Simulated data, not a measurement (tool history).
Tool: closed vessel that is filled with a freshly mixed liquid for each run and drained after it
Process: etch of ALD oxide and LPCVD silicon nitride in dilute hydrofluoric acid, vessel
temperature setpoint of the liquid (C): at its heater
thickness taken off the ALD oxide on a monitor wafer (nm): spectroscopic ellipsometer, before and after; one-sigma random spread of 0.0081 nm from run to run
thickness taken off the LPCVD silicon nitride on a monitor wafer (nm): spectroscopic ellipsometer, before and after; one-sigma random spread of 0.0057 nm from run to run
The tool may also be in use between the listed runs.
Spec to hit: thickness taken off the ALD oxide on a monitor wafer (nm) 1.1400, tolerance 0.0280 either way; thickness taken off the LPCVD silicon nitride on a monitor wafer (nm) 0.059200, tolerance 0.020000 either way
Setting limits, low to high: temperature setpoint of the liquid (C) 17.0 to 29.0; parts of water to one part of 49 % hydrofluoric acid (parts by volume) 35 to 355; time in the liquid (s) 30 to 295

run	hour	temperature setpoint of the liquid (C)	parts of water to one part of 49 % hydrofluoric acid (parts by volume)	time in the liquid (s)	thickness taken off the ALD oxide on a monitor wafer (nm)	thickness taken off the LPCVD silicon nitride on a monitor wafer (nm)
1	0.0	21.0	195	150	6.9386	0.352390
2	7.6	21.0	240	150	5.3327	0.304110
3	9.8	24.0	240	150	5.9979	0.336620
4	16.2	24.0	240	215	8.5769	0.527170
5	25.5	24.0	240	150	6.0312	0.291400
6	32.0	26.5	240	150	6.5371	0.408500
7	33.8	25.5	255	135	5.3434	0.312150
8	36.0	24.5	270	120	4.1521	0.228660
9	41.4	24.5	270	120	4.1990	0.225440
10	47.0	23.5	280	110	3.5791	0.223180
11	55.0	22.5	290	100	2.9847	0.157900
12	60.4	22.0	300	95	2.6799	0.148350
# hour 61.9: hydrofluoric acid flow meter replaced
13	61.9	21.5	305	90	2.1959	0.109890
14	69.0	21.0	310	90	2.1298	0.109180
15	74.5	20.5	315	90	2.0446	0.095096
16	81.0	20.0	320	85	1.8818	0.102730

Consider the 4 candidate settings below. Which is the only one whose results all fall within their allowed miss of target?
A	87.5	22.0	290	40	?	?
B	87.5	19.5	345	55	?	?
C	87.5	22.5	265	35	?	?
D	87.5	20.5	265	40	?	?

move	thickness taken off the ALD oxide on a monitor wafer (nm)	thickness taken off the LPCVD silicon nitride on a monitor wafer (nm)
A	1.0821	0.067290
B	1.0886	0.066831
C	1.0805	0.066363
D	1.1478	0.066826
A: carries the result that was furthest off beyond its target, to the other side
B: carries the result that was furthest off beyond its target, to the other side
C: carries the result that was furthest off beyond its target, to the other side
D: each result inside its tolerance
The move that meets every target is D.
